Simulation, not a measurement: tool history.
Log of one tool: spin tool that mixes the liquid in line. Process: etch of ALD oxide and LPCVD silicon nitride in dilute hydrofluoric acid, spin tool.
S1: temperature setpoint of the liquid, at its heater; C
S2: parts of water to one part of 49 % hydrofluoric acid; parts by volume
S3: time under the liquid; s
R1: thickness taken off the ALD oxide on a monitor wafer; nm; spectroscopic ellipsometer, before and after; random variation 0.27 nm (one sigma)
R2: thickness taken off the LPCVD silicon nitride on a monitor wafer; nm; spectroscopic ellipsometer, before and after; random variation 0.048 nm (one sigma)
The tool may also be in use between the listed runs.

run	day	S1	S2	S3	R1	R2
1	0.000	26.0	50	65	16.768	0.62352
2	0.062	26.0	50	50	12.747	0.49745
3	0.367	27.5	40	55	18.838	0.74057
4	0.508	27.5	50	55	15.095	0.57534
5	0.762	27.5	50	65	17.505	0.68661
6	1.129	28.5	40	65	23.227	0.89963
7	1.429	30.0	35	65	28.172	1.14950
8	1.571	30.5	30	65	34.200	1.32930
9	1.904	31.5	30	65	35.510	1.54310

The next listed run, before its measurement:
10	2.183	31.0	25	65	?	?

{"run 10": {"R1": 42.242, "R2": 1.7447}}
